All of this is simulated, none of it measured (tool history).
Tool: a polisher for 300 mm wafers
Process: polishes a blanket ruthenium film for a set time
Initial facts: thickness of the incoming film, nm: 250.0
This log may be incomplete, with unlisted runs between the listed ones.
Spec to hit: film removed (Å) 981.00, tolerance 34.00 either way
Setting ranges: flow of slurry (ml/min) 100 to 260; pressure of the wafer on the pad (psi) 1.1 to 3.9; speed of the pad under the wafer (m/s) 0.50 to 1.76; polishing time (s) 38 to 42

run,day,flow of slurry (ml/min),pressure of the wafer on the pad (psi),speed of the pad under the wafer (m/s),polishing time (s),film removed (Å)
1,0.000,165,2.5,1.12,42,608.58
2,0.200,170,2.9,1.12,42,674.11
3,0.354,170,3.2,1.16,42,746.28
4,0.725,170,3.2,1.02,42,671.56
5,1.046,175,3.4,1.10,42,744.22
6,1.238,175,3.6,1.16,42,816.65
7,1.546,175,3.7,1.20,42,838.24
8,1.829,180,3.8,1.26,42,897.97
9,2.092,180,3.8,1.30,42,930.93
10,2.400,180,3.8,1.32,42,933.42

Which single option among these 4 for the next run brings every result within its allowed miss of target? Just one does.
A,2.708,195,3.9,1.48,41,?
B,2.708,170,3.7,1.36,39,?
C,2.708,185,3.9,1.42,41,?
D,2.708,150,3.9,1.60,41,?

move,film removed (Å)
A,1038.30
B,867.69
C,995.29
D,1060.90
A: moves the result that the last run missed by most past its target, out the other side
B: the biggest miss grows against the last run
C: every result within its allowed miss
D: moves the result that the last run missed by most past its target, out the other side
So the answer is move C, the one that meets all the targets.
